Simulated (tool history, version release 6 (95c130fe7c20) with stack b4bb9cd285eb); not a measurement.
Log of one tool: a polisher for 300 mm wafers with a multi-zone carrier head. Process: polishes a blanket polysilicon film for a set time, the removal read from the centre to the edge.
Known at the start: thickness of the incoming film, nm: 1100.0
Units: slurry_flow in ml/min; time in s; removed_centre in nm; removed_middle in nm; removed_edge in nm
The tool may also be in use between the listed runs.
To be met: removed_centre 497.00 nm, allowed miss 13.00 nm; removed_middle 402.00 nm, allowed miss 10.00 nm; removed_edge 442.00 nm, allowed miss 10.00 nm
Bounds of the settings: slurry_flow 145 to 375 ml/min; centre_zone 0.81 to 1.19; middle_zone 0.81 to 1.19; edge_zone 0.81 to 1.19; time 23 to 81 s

Run 1, hour 0.0: slurry_flow 240 ml/min, centre_zone 1.00, middle_zone 1.00, edge_zone 1.00, time 52 s. Result: removed_centre 418.30 nm, removed_middle 411.34 nm, removed_edge 404.06 nm.
Run 2, hour 8.8: slurry_flow 255 ml/min, centre_zone 1.02, middle_zone 0.98, edge_zone 1.02, time 52 s. Result: removed_centre 423.66 nm, removed_middle 407.52 nm, removed_edge 411.93 nm.
Run 3, hour 15.5: slurry_flow 280 ml/min, centre_zone 1.02, middle_zone 0.98, edge_zone 1.02, time 52 s. Result: removed_centre 429.28 nm, removed_middle 410.79 nm, removed_edge 408.97 nm.
Run 4, hour 20.5: slurry_flow 280 ml/min, centre_zone 1.05, middle_zone 0.97, edge_zone 1.04, time 52 s. Result: removed_centre 442.17 nm, removed_middle 406.98 nm, removed_edge 418.18 nm.
Run 5, hour 22.6: slurry_flow 280 ml/min, centre_zone 1.05, middle_zone 1.02, edge_zone 1.04, time 52 s. Result: removed_centre 439.16 nm, removed_middle 422.78 nm, removed_edge 419.72 nm.
Run 6, hour 30.2: slurry_flow 280 ml/min, centre_zone 1.05, middle_zone 1.02, edge_zone 0.97, time 52 s. Result: removed_centre 445.68 nm, removed_middle 423.46 nm, removed_edge 404.23 nm.
Run 7, hour 37.6: slurry_flow 285 ml/min, centre_zone 1.07, middle_zone 1.00, edge_zone 1.00, time 52 s. Result: removed_centre 452.03 nm, removed_middle 422.64 nm, removed_edge 412.98 nm.
Run 8, hour 38.7: slurry_flow 290 ml/min, centre_zone 1.09, middle_zone 0.98, edge_zone 1.02, time 52 s. Result: removed_centre 458.67 nm, removed_middle 414.22 nm, removed_edge 415.10 nm.
Run 9, hour 39.3: slurry_flow 295 ml/min, centre_zone 1.11, middle_zone 0.97, edge_zone 1.04, time 52 s. Result: removed_centre 464.47 nm, removed_middle 411.94 nm, removed_edge 420.14 nm.
Run 10, hour 48.2: slurry_flow 300 ml/min, centre_zone 1.12, middle_zone 0.96, edge_zone 1.05, time 52 s. Result: removed_centre 472.69 nm, removed_middle 409.39 nm, removed_edge 428.90 nm.
Run 11, hour 50.0: slurry_flow 305 ml/min, centre_zone 1.13, middle_zone 0.95, edge_zone 1.06, time 52 s. Result: removed_centre 482.84 nm, removed_middle 405.11 nm, removed_edge 426.04 nm.

Which of these 4 next moves meets every target?
Run A, hour 51.8: slurry_flow 360 ml/min, centre_zone 1.13, middle_zone 0.89, edge_zone 1.08, time 53 s. Result: removed_centre ?, removed_middle ?, removed_edge ?.
Run B, hour 51.8: slurry_flow 285 ml/min, centre_zone 1.03, middle_zone 0.86, edge_zone 1.14, time 56 s. Result: removed_centre ?, removed_middle ?, removed_edge ?.
Run C, hour 51.8: slurry_flow 290 ml/min, centre_zone 1.11, middle_zone 0.93, edge_zone 1.12, time 53 s. Result: removed_centre ?, removed_middle ?, removed_edge ?.
Run D, hour 51.8: slurry_flow 335 ml/min, centre_zone 1.10, middle_zone 0.95, edge_zone 1.03, time 55 s. Result: removed_centre ?, removed_middle ?, removed_edge ?.

move  removed_centre  removed_middle  removed_edge
   A          498.06          404.43        440.17
   B          469.26          409.54        471.29
   C          479.88          409.92        442.18
   D          500.15          437.17        443.98
A: meets every target
B: takes the result that was furthest off past its target
C: brings the result that was furthest off to its target, and leaves another outside
D: brings the result that was furthest off to its target, and leaves another outside
The right move is A.
